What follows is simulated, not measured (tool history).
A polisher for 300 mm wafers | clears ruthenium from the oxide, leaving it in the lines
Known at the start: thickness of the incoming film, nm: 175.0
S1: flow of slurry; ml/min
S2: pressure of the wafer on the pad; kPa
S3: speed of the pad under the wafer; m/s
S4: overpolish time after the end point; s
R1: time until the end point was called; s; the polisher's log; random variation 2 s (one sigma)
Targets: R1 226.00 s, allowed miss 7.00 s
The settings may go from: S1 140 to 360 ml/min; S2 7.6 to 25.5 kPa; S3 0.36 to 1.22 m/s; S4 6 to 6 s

run	hour	S1	S2	S3	S4	R1
1	0.0	230	16.5	0.78	6	134.89
2	3.5	230	14.5	0.78	6	153.43
3	7.0	230	13.1	0.78	6	163.97
4	12.6	230	13.1	0.90	6	142.34
5	16.8	275	13.1	0.90	6	138.50
6	25.7	275	13.1	0.74	6	169.40
7	27.1	275	13.1	0.74	6	167.95
8	32.2	270	11.7	0.74	6	187.10
9	37.5	265	11.0	0.74	6	195.38
10	41.8	260	10.3	0.74	6	205.55
11	47.6	255	10.3	0.74	6	204.65
12	53.4	250	10.3	0.74	6	203.29
13	59.9	250	9.7	0.74	6	216.21

Which of these 5 next moves meets every target?
A	66.4	250	9.7	0.64	6	?
B	66.4	280	9.0	0.70	6	?
C	66.4	225	9.7	0.72	6	?
D	66.4	245	9.7	0.66	6	?
E	66.4	300	9.0	0.70	6	?

move	R1
A	251.87
B	241.73
C	227.09
D	244.97
E	240.34
A: takes the result that was furthest off past its target
B: takes the result that was furthest off past its target
C: meets every target
D: takes the result that was furthest off past its target
E: takes the result that was furthest off past its target
Answer: C

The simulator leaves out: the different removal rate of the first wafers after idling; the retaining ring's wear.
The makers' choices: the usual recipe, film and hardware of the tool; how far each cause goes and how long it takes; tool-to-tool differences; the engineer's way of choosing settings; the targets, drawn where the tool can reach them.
